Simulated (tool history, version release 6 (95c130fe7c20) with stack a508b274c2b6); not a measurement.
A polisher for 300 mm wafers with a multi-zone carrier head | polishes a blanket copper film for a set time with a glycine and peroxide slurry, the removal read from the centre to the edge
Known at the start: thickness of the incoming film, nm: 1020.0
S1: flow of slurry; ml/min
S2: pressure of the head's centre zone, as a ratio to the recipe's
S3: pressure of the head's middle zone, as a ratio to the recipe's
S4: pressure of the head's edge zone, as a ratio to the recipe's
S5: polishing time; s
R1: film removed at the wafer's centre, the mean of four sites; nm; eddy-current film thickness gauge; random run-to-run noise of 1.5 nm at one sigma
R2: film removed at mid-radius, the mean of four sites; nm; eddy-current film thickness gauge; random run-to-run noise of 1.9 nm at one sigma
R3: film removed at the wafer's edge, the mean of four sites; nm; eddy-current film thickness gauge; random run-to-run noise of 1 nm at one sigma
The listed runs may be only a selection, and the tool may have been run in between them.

Run 1, hour 0: S1 265 ml/min, S2 1, S3 1, S4 1, S5 52 s. Result: R1 203.4 nm, R2 207.2 nm, R3 204.1 nm.
Run 2, hour 6.1: S1 265 ml/min, S2 1, S3 1.01, S4 0.98, S5 48 s. Result: R1 189.07 nm, R2 198.59 nm, R3 186.84 nm.
Run 3, hour 12.8: S1 265 ml/min, S2 1, S3 1, S4 0.96, S5 45 s. Result: R1 172.88 nm, R2 184.5 nm, R3 174.5 nm.
Run 4, hour 15.7: S1 265 ml/min, S2 1, S3 1, S4 0.96, S5 58 s. Result: R1 224.07 nm, R2 232.42 nm, R3 222.71 nm.
Run 5, hour 17.6: S1 265 ml/min, S2 1.06, S3 1, S4 0.96, S5 58 s. Result: R1 235.26 nm, R2 230.88 nm, R3 225.57 nm.
Run 6, hour 21.3: S1 265 ml/min, S2 1.1, S3 1, S4 0.96, S5 58 s. Result: R1 247.32 nm, R2 233.62 nm, R3 220.28 nm.
Run 7, hour 23.7: S1 260 ml/min, S2 1.09, S3 1, S4 0.95, S5 53 s. Result: R1 216.66 nm, R2 207.74 nm, R3 202.13 nm.
Run 8, hour 30.2: S1 270 ml/min, S2 1.09, S3 1.01, S4 0.94, S5 49 s. Result: R1 205.89 nm, R2 198.95 nm, R3 189.59 nm.
Run 9, hour 37.2: S1 265 ml/min, S2 1.09, S3 1.02, S4 0.93, S5 45 s. Result: R1 189.94 nm, R2 183.42 nm, R3 169.73 nm.
Run 10, hour 39.6: S1 260 ml/min, S2 1.08, S3 1.02, S4 0.92, S5 43 s. Result: R1 181.34 nm, R2 174.87 nm, R3 160.75 nm.
Run 11, hour 42.9: S1 250 ml/min, S2 1.06, S3 1.02, S4 0.9, S5 42 s. Result: R1 172.54 nm, R2 168.82 nm, R3 155.72 nm.
Run 12, hour 51.3: S1 260 ml/min, S2 1, S3 1.07, S4 0.85, S5 28 s. Result: R1 106.83 nm, R2 119.53 nm, R3 101.92 nm.
Run 13, hour 57.2: S1 260 ml/min, S2 1.01, S3 1.07, S4 0.87, S5 28 s. Result: R1 107.5 nm, R2 120.55 nm, R3 104.55 nm.

For run 14, what comes out?
Run 14, hour 65.2: S1 260 ml/min, S2 1.02, S3 1.07, S4 0.88, S5 28 s. Result: R1 ?, R2 ?, R3 ?.

Run 14 yielded R1 110.91 nm, R2 115.91 nm, R3 104.25 nm.

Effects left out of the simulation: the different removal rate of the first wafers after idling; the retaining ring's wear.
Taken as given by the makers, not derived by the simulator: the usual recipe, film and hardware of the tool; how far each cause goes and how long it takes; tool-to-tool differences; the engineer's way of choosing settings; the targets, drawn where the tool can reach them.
